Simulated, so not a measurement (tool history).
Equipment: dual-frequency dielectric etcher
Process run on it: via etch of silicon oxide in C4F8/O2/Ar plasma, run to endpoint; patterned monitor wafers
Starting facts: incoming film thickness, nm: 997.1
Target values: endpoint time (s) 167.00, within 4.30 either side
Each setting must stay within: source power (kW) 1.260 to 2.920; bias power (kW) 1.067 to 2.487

run,day,source power (kW),bias power (kW),endpoint time (s)
1,0.000,2.090,1.777,190.38
2,0.279,2.230,1.777,187.18
3,0.467,2.050,1.777,192.00
4,0.750,2.050,1.573,202.73
5,0.838,2.050,1.696,197.19
6,0.938,2.050,1.478,208.47
7,1.033,2.470,1.833,179.07
8,1.096,2.540,1.862,174.08

Which of these 4 next moves meets every target?
A,1.158,2.900,1.661,?
B,1.158,2.590,2.010,?
C,1.158,2.320,1.849,?
D,1.158,2.540,1.668,?

move,endpoint time (s)
A,176.17
B,168.52
C,181.21
D,183.99
A: the biggest miss grows against the last run
B: hits every target within its allowed miss
C: the biggest miss grows against the last run
D: the biggest miss grows against the last run
B is the move that brings every result within its allowed miss.

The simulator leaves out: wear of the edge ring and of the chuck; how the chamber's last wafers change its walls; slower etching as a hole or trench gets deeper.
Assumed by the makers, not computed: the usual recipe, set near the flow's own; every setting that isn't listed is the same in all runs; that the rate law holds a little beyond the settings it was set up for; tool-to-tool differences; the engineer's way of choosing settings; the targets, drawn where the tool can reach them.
